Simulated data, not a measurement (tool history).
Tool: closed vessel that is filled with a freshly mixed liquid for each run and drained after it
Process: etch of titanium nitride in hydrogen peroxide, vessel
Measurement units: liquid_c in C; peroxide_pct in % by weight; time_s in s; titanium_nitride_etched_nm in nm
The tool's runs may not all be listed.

Run 1, hour 0.0: liquid_c 56.0 C, peroxide_pct 18.5 % by weight, time_s 130 s. Result: titanium_nitride_etched_nm 15.150 nm.
Run 2, hour 8.5: liquid_c 56.0 C, peroxide_pct 18.5 % by weight, time_s 90 s. Result: titanium_nitride_etched_nm 10.587 nm.
Run 3, hour 11.3: liquid_c 58.5 C, peroxide_pct 20.5 % by weight, time_s 100 s. Result: titanium_nitride_etched_nm 14.334 nm.
Run 4, hour 14.8: liquid_c 60.5 C, peroxide_pct 22.0 % by weight, time_s 105 s. Result: titanium_nitride_etched_nm 17.356 nm.
At hour 18.3: peroxide flow meter replaced.
Run 5, hour 18.3: liquid_c 60.5 C, peroxide_pct 22.0 % by weight, time_s 130 s. Result: titanium_nitride_etched_nm 21.343 nm.
Run 6, hour 20.1: liquid_c 60.5 C, peroxide_pct 22.0 % by weight, time_s 130 s. Result: titanium_nitride_etched_nm 21.301 nm.
Run 7, hour 27.6: liquid_c 61.5 C, peroxide_pct 22.0 % by weight, time_s 130 s. Result: titanium_nitride_etched_nm 22.544 nm.
Run 8, hour 34.9: liquid_c 62.5 C, peroxide_pct 22.0 % by weight, time_s 130 s. Result: titanium_nitride_etched_nm 24.384 nm.
Run 9, hour 40.4: liquid_c 63.0 C, peroxide_pct 22.0 % by weight, time_s 130 s. Result: titanium_nitride_etched_nm 25.590 nm.

What will run 10 give?
Run 10, hour 43.9: liquid_c 63.5 C, peroxide_pct 22.0 % by weight, time_s 130 s. Result: titanium_nitride_etched_nm ?.

titanium_nitride_etched_nm: 26.091 nm

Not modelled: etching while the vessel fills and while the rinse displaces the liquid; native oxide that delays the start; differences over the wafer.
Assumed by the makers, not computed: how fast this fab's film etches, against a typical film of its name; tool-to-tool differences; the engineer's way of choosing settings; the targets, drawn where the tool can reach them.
